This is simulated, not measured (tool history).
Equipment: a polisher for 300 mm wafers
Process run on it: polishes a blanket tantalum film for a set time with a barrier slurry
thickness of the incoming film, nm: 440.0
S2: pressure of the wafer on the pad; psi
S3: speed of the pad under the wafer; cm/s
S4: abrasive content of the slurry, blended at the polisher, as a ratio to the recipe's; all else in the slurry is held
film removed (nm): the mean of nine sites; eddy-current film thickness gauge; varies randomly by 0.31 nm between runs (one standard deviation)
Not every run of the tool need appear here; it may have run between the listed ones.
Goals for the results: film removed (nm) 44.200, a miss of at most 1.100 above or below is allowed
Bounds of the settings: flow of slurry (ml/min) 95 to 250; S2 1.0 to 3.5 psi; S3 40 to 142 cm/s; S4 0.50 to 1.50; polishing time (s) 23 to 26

{"run": 1, "hour": 0.0, "flow of slurry (ml/min)": 160, "S2": 2.2, "S3": 90, "S4": 1.0, "polishing time (s)": 26, "film removed (nm)": 36.005}
{"run": 2, "hour": 5.4, "flow of slurry (ml/min)": 165, "S2": 2.3, "S3": 90, "S4": 1.0, "polishing time (s)": 26, "film removed (nm)": 37.706}
{"run": 3, "hour": 9.3, "flow of slurry (ml/min)": 180, "S2": 2.3, "S3": 90, "S4": 1.0, "polishing time (s)": 26, "film removed (nm)": 38.222}
{"run": 4, "hour": 12.4, "flow of slurry (ml/min)": 180, "S2": 2.3, "S3": 90, "S4": 1.15, "polishing time (s)": 26, "film removed (nm)": 39.017}
{"run": 5, "hour": 18.3, "flow of slurry (ml/min)": 180, "S2": 2.3, "S3": 90, "S4": 1.15, "polishing time (s)": 26, "film removed (nm)": 38.863}
{"run": 6, "hour": 25.8, "flow of slurry (ml/min)": 165, "S2": 2.3, "S3": 90, "S4": 1.15, "polishing time (s)": 26, "film removed (nm)": 38.85}
{"run": 7, "hour": 28.1, "flow of slurry (ml/min)": 165, "S2": 2.3, "S3": 90, "S4": 1.15, "polishing time (s)": 26, "film removed (nm)": 38.686}
{"run": 8, "hour": 35.3, "flow of slurry (ml/min)": 170, "S2": 2.5, "S3": 90, "S4": 1.15, "polishing time (s)": 26, "film removed (nm)": 42.31}

Consider the 5 candidate settings below. Which is the only one whose results all fall within their allowed miss of target?
{"run": "A", "hour": 42.5, "flow of slurry (ml/min)": 160, "S2": 2.5, "S3": 102, "S4": 1.0, "polishing time (s)": 25, "film removed (nm)": "?"}
{"run": "B", "hour": 42.5, "flow of slurry (ml/min)": 165, "S2": 2.4, "S3": 94, "S4": 1.2, "polishing time (s)": 25, "film removed (nm)": "?"}
{"run": "C", "hour": 42.5, "flow of slurry (ml/min)": 185, "S2": 2.8, "S3": 92, "S4": 1.1, "polishing time (s)": 23, "film removed (nm)": "?"}
{"run": "D", "hour": 42.5, "flow of slurry (ml/min)": 200, "S2": 2.7, "S3": 84, "S4": 1.25, "polishing time (s)": 25, "film removed (nm)": "?"}
{"run": "E", "hour": 42.5, "flow of slurry (ml/min)": 185, "S2": 2.4, "S3": 96, "S4": 1.25, "polishing time (s)": 24, "film removed (nm)": "?"}

move=A film_removed_(nm)=43.282
move=B film_removed_(nm)=40.405
move=C film_removed_(nm)=41.574
move=D film_removed_(nm)=41.616
move=E film_removed_(nm)=40.522
A: every result within its allowed miss
B: lands further from the targets than the last run did
C: lands further from the targets than the last run did
D: lands further from the targets than the last run did
E: lands further from the targets than the last run did
Move A is the one to make.
